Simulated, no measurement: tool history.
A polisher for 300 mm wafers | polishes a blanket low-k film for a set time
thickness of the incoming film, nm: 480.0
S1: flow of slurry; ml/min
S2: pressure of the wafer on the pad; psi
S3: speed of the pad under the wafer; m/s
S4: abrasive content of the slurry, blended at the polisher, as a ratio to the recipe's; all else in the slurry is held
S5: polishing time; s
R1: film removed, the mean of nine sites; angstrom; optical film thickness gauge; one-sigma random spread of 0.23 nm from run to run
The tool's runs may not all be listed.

run 1 hour=0 | S1=130 S2=1.7 S3=1.14 S4=1 S5=28 | R1=139.01
run 2 hour=1.3 | S1=135 S2=1.9 S3=1.14 S4=1 S5=28 | R1=160.82
run 3 hour=9.9 | S1=115 S2=1.9 S3=1.14 S4=1 S5=28 | R1=154.24
run 4 hour=14.7 | S1=125 S2=2 S3=1.14 S4=1 S5=28 | R1=163.32
run 5 hour=22.2 | S1=125 S2=1.7 S3=1.14 S4=1 S5=28 | R1=139.48
run 6 hour=23.1 | S1=130 S2=1.9 S3=1.14 S4=1 S5=28 | R1=156.14

For run 7, what comes out?
run 7 hour=31.8 | S1=135 S2=2 S3=1.14 S4=1 S5=28 | R1=?

For run 7 the tool returned R1 164.89 angstrom.
